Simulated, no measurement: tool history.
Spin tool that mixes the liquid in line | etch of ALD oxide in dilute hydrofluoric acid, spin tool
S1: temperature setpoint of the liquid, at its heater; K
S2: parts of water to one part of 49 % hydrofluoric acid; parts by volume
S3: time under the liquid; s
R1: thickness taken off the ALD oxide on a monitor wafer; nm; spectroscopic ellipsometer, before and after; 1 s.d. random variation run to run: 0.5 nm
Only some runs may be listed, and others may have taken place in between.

{"run": 1, "hour": 0.0, "S1": 298.15, "S2": 225, "S3": 285, "R1": 22.082}
{"run": 2, "hour": 2.3, "S1": 299.65, "S2": 200, "S3": 285, "R1": 26.958}
{"run": 3, "hour": 5.4, "S1": 299.65, "S2": 200, "S3": 305, "R1": 28.154}
{"run": 4, "hour": 9.1, "S1": 300.65, "S2": 180, "S3": 305, "R1": 33.358}
{"run": 5, "hour": 16.3, "S1": 301.65, "S2": 165, "S3": 305, "R1": 38.827}
{"run": 6, "hour": 24.4, "S1": 301.65, "S2": 165, "S3": 305, "R1": 38.696}
{"run": 7, "hour": 28.8, "S1": 302.65, "S2": 160, "S3": 305, "R1": 41.216}

What does the tool deliver on the next run?
{"run": 8, "hour": 31.3, "S1": 306.15, "S2": 130, "S3": 305, "R1": "?"}

R1: 60.609 nm

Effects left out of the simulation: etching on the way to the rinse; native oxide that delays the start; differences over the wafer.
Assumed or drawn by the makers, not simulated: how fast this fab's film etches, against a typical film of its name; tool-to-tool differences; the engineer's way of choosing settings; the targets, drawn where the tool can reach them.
